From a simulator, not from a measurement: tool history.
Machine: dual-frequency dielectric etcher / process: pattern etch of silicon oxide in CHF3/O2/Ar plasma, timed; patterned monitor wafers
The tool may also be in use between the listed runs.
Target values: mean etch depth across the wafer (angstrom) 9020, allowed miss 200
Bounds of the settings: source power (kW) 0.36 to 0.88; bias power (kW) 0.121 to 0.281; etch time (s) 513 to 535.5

run	hour	source power (kW)	bias power (kW)	etch time (s)	mean etch depth across the wafer (angstrom)
1	0	0.62	0.201	513	11090
2	4.2	0.62	0.172	513	10380
3	12.8	0.51	0.172	513	9805.9
4	20.1	0.5	0.171	513	9750.9
5	21.7	0.5	0.171	535.5	10084
6	29.6	0.49	0.169	535	10043
7	36.8	0.48	0.167	534.5	9934.9
8	37.5	0.47	0.165	534	9782.2
9	40.5	0.46	0.164	534	9732.6

Which single option among these 4 for the next run brings every result within its allowed miss of target? Just one does.
A	43.5	0.54	0.157	528.5	?
B	43.5	0.46	0.163	521.5	?
C	43.5	0.43	0.166	525.5	?
D	43.5	0.42	0.164	513	?

move	mean etch depth across the wafer (angstrom)
A	9856.2
B	9428.1
C	9393.2
D	9062.7
A: the biggest miss grows against the last run
B: gains on the last run, yet a result remains outside its allowed miss
C: gains on the last run, yet a result remains outside its allowed miss
D: hits every target within its allowed miss
Move D is the one to make.
